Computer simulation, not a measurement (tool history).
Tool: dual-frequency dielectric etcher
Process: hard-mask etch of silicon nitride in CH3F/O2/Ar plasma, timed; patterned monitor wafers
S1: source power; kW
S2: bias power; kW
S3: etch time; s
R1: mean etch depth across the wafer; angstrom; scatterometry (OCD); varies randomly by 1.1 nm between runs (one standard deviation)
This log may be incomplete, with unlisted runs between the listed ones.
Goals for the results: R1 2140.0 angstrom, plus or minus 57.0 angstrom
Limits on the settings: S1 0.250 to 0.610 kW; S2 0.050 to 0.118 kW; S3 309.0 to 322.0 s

run	hour	S1	S2	S3	R1
1	0.0	0.430	0.084	309.0	2582.5
2	2.9	0.490	0.084	309.0	2697.4
3	7.9	0.420	0.084	309.0	2530.8
4	12.6	0.380	0.084	309.0	2456.2
5	18.8	0.410	0.084	309.0	2538.1
6	24.3	0.390	0.081	309.0	2463.9
7	30.8	0.370	0.079	309.0	2376.9
8	32.8	0.350	0.078	309.0	2327.3
9	37.1	0.340	0.077	309.0	2288.9
10	37.9	0.330	0.076	309.0	2225.3

Of the 4 settings listed for the next run, only one would bring every result within its allowed miss of target. Which one?
A	38.7	0.340	0.054	309.0	?
B	38.7	0.260	0.066	322.0	?
C	38.7	0.260	0.078	318.0	?
D	38.7	0.360	0.050	312.5	?

move	R1
A	1977.9
B	2006.3
C	2116.6
D	1988.2
A: takes the result that was furthest off past its target
B: takes the result that was furthest off past its target
C: in spec on every target
D: takes the result that was furthest off past its target
Correct choice: C, which meets every target
